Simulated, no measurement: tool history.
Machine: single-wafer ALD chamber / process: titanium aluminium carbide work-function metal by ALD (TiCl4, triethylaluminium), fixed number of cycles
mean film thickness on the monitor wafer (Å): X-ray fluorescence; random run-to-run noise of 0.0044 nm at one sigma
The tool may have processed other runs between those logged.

| run | day | heater temperature setpoint (°C) | triethylaluminium pulse time (s) | mean film thickness on the monitor wafer (Å) |
|---|---|---|---|---|
| 1 | 0.000 | 275 | 13.63 | 17.326 |
| 2 | 0.212 | 271 | 13.30 | 17.013 |
| 3 | 0.567 | 268 | 13.02 | 16.822 |
| 4 | 0.758 | 265 | 12.75 | 16.454 |
| 5 | 0.938 | 269 | 12.75 | 16.784 |
| 6 | 1.312 | 266 | 12.55 | 16.524 |
| 7 | 1.604 | 264 | 12.43 | 16.361 |
| 8 | 1.842 | 263 | 12.34 | 16.275 |

For run 9, what comes out?
| 9 | 2.042 | 262 | 12.27 | ? |

{"run 9": {"mean film thickness on the monitor wafer (Å)": 16.216}}

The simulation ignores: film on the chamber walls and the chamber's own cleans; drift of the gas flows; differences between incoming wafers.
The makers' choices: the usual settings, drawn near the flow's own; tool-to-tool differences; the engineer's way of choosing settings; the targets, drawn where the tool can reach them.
